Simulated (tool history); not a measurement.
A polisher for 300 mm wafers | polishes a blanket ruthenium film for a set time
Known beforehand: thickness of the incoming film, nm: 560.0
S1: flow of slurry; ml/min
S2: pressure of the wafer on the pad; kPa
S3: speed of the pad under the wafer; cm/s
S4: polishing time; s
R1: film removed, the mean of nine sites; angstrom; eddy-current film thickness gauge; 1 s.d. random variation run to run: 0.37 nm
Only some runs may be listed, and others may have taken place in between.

| run | day | S1 | S2 | S3 | S4 | R1 |
|---|---|---|---|---|---|---|
| 1 | 0 | 295 | 13.8 | 78 | 33 | 321.65 |
| 2 | 0.154 | 295 | 13.8 | 60 | 33 | 248.24 |
| 3 | 0.417 | 345 | 13.8 | 60 | 33 | 252.44 |
| 4 | 0.738 | 345 | 13.8 | 60 | 30 | 225.33 |
| 5 | 0.879 | 345 | 15.2 | 62 | 30 | 250.92 |
| 6 | 1.05 | 345 | 15.9 | 66 | 30 | 275.05 |
| 7 | 1.15 | 345 | 15.9 | 66 | 30 | 272.62 |

The next listed run, before its measurement:
| 8 | 1.471 | 345 | 16.5 | 70 | 30 | ? |

{"run 8": {"R1": 299.55}}

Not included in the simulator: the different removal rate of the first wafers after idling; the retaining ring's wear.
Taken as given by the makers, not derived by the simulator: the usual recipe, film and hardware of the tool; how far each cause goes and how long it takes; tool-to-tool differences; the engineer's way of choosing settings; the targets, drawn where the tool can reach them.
